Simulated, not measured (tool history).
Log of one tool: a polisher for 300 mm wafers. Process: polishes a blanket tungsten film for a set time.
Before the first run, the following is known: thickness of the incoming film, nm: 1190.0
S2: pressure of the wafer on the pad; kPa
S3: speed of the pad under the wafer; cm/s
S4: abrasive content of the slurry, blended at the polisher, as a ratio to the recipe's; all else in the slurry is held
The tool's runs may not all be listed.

{"run": 1, "hour": 0.0, "flow of slurry (ml/min)": 165, "S2": 29.6, "S3": 136, "S4": 1.0, "polishing time (s)": 67, "film removed (nm)": 413.51}
{"run": 2, "hour": 8.8, "flow of slurry (ml/min)": 185, "S2": 29.6, "S3": 136, "S4": 1.0, "polishing time (s)": 67, "film removed (nm)": 420.89}
{"run": 3, "hour": 9.8, "flow of slurry (ml/min)": 220, "S2": 29.6, "S3": 136, "S4": 1.0, "polishing time (s)": 67, "film removed (nm)": 435.77}
{"run": 4, "hour": 12.9, "flow of slurry (ml/min)": 220, "S2": 29.6, "S3": 136, "S4": 1.1, "polishing time (s)": 67, "film removed (nm)": 445.15}
{"run": 5, "hour": 19.6, "flow of slurry (ml/min)": 180, "S2": 29.6, "S3": 136, "S4": 1.1, "polishing time (s)": 67, "film removed (nm)": 420.96}
{"run": 6, "hour": 26.0, "flow of slurry (ml/min)": 180, "S2": 25.5, "S3": 136, "S4": 1.1, "polishing time (s)": 67, "film removed (nm)": 369.45}
{"run": 7, "hour": 33.6, "flow of slurry (ml/min)": 175, "S2": 24.1, "S3": 136, "S4": 1.1, "polishing time (s)": 67, "film removed (nm)": 350.58}
{"run": 8, "hour": 38.5, "flow of slurry (ml/min)": 170, "S2": 22.8, "S3": 136, "S4": 1.1, "polishing time (s)": 67, "film removed (nm)": 332.17}

Expected results for the next run?
{"run": 9, "hour": 44.7, "flow of slurry (ml/min)": 165, "S2": 22.1, "S3": 136, "S4": 1.1, "polishing time (s)": 67, "film removed (nm)": "?"}

Run 9 yielded film removed (nm) 319.52.
